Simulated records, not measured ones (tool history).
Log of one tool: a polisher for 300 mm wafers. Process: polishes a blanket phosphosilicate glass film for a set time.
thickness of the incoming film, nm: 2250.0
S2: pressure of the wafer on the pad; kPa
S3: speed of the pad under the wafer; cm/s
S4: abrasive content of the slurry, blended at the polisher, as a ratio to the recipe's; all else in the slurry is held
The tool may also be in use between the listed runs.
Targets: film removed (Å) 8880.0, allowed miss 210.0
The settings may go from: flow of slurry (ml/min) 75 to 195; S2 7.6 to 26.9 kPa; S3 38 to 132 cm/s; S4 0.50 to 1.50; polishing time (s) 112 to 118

{"run": 1, "hour": 0.0, "flow of slurry (ml/min)": 125, "S2": 17.2, "S3": 84, "S4": 1.0, "polishing time (s)": 112, "film removed (Å)": 6803.6}
{"run": 2, "hour": 6.5, "flow of slurry (ml/min)": 125, "S2": 17.2, "S3": 84, "S4": 0.85, "polishing time (s)": 112, "film removed (Å)": 6363.5}
{"run": 3, "hour": 9.9, "flow of slurry (ml/min)": 140, "S2": 18.6, "S3": 84, "S4": 0.85, "polishing time (s)": 112, "film removed (Å)": 7011.9}
{"run": 4, "hour": 10.5, "flow of slurry (ml/min)": 150, "S2": 20.0, "S3": 84, "S4": 0.85, "polishing time (s)": 112, "film removed (Å)": 7589.9}
{"run": 5, "hour": 13.8, "flow of slurry (ml/min)": 155, "S2": 20.7, "S3": 84, "S4": 0.85, "polishing time (s)": 112, "film removed (Å)": 7772.9}
{"run": 6, "hour": 21.7, "flow of slurry (ml/min)": 155, "S2": 20.7, "S3": 84, "S4": 1.0, "polishing time (s)": 112, "film removed (Å)": 8248.5}
{"run": 7, "hour": 25.6, "flow of slurry (ml/min)": 155, "S2": 21.4, "S3": 84, "S4": 1.0, "polishing time (s)": 112, "film removed (Å)": 8507.0}
{"run": 8, "hour": 30.9, "flow of slurry (ml/min)": 155, "S2": 21.4, "S3": 84, "S4": 1.0, "polishing time (s)": 112, "film removed (Å)": 8431.8}
{"run": 9, "hour": 31.6, "flow of slurry (ml/min)": 160, "S2": 21.4, "S3": 84, "S4": 1.0, "polishing time (s)": 112, "film removed (Å)": 8522.3}

Which of these 4 next moves meets every target?
{"run": "A", "hour": 32.3, "flow of slurry (ml/min)": 170, "S2": 20.7, "S3": 106, "S4": 0.6, "polishing time (s)": 112, "film removed (Å)": "?"}
{"run": "B", "hour": 32.3, "flow of slurry (ml/min)": 155, "S2": 22.1, "S3": 76, "S4": 1.0, "polishing time (s)": 112, "film removed (Å)": "?"}
{"run": "C", "hour": 32.3, "flow of slurry (ml/min)": 150, "S2": 25.5, "S3": 58, "S4": 0.95, "polishing time (s)": 117, "film removed (Å)": "?"}
{"run": "D", "hour": 32.3, "flow of slurry (ml/min)": 165, "S2": 26.2, "S3": 74, "S4": 0.7, "polishing time (s)": 115, "film removed (Å)": "?"}

move=A film_removed_(Å)=8298.2
move=B film_removed_(Å)=8343.9
move=C film_removed_(Å)=8395.0
move=D film_removed_(Å)=8960.2
A: further off than the last run
B: further off than the last run
C: further off than the last run
D: meets every target
Answer: D
